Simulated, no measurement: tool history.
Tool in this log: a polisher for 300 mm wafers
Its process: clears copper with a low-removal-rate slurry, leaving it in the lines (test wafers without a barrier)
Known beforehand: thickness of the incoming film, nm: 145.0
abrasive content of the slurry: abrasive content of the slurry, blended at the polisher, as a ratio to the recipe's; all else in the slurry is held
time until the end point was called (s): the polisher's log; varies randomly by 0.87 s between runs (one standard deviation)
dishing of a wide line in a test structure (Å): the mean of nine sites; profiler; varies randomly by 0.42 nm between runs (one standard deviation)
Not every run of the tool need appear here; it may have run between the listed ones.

| run | hour | flow of slurry (ml/min) | pressure of the wafer on the pad (psi) | speed of the pad under the wafer (m/s) | abrasive content of the slurry | overpolish time after the end point (s) | time until the end point was called (s) | dishing of a wide line in a test structure (Å) |
|---|---|---|---|---|---|---|---|---|
| 1 | 0 | 220 | 2.3 | 0.82 | 1 | 17 | 80.083 | 154.56 |
| 2 | 1.2 | 220 | 2.3 | 0.98 | 1 | 17 | 66.971 | 173.15 |
| 3 | 9.9 | 220 | 2.3 | 0.98 | 1 | 11 | 67.007 | 127.84 |
| 4 | 14.1 | 220 | 2.3 | 0.98 | 1 | 16 | 66.571 | 160.37 |
| 5 | 22.2 | 215 | 2 | 0.98 | 1 | 18 | 77.113 | 162.65 |
| 6 | 26.1 | 210 | 1.9 | 0.98 | 1 | 19 | 80.556 | 155.96 |

For run 7, what comes out?
| 7 | 33.7 | 210 | 1.4 | 0.96 | 1 | 27 | ? | ? |

time until the end point was called (s): 111.03
dishing of a wide line in a test structure (Å): 151.39

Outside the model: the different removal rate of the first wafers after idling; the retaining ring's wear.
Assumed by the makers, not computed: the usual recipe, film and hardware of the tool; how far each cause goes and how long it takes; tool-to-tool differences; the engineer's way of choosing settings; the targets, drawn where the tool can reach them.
